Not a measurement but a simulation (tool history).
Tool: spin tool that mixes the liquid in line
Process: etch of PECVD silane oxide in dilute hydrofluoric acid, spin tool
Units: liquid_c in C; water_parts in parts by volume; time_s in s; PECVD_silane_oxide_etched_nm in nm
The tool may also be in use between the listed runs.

Run 1, hour 0: liquid_c 24 C, water_parts 270 parts by volume, time_s 50 s. Result: PECVD_silane_oxide_etched_nm 3.57 nm.
Run 2, hour 4.5: liquid_c 24 C, water_parts 270 parts by volume, time_s 40 s. Result: PECVD_silane_oxide_etched_nm 2.819 nm.
Run 3, hour 5: liquid_c 24 C, water_parts 270 parts by volume, time_s 40 s. Result: PECVD_silane_oxide_etched_nm 2.835 nm.
Run 4, hour 5.9: liquid_c 24 C, water_parts 205 parts by volume, time_s 40 s. Result: PECVD_silane_oxide_etched_nm 3.9902 nm.
Run 5, hour 11.8: liquid_c 23.5 C, water_parts 205 parts by volume, time_s 40 s. Result: PECVD_silane_oxide_etched_nm 3.987 nm.
Run 6, hour 14.9: liquid_c 23 C, water_parts 205 parts by volume, time_s 40 s. Result: PECVD_silane_oxide_etched_nm 3.8609 nm.
Run 7, hour 19.5: liquid_c 22.5 C, water_parts 205 parts by volume, time_s 40 s. Result: PECVD_silane_oxide_etched_nm 3.7824 nm.
Run 8, hour 20.1: liquid_c 22 C, water_parts 205 parts by volume, time_s 40 s. Result: PECVD_silane_oxide_etched_nm 3.716 nm.
Run 9, hour 28.1: liquid_c 21.5 C, water_parts 205 parts by volume, time_s 40 s. Result: PECVD_silane_oxide_etched_nm 3.638 nm.

Run 10 comes next. What will it give?
Run 10, hour 29.6: liquid_c 21 C, water_parts 205 parts by volume, time_s 40 s. Result: PECVD_silane_oxide_etched_nm ?.

Run 10 gave PECVD_silane_oxide_etched_nm 3.5838 nm.
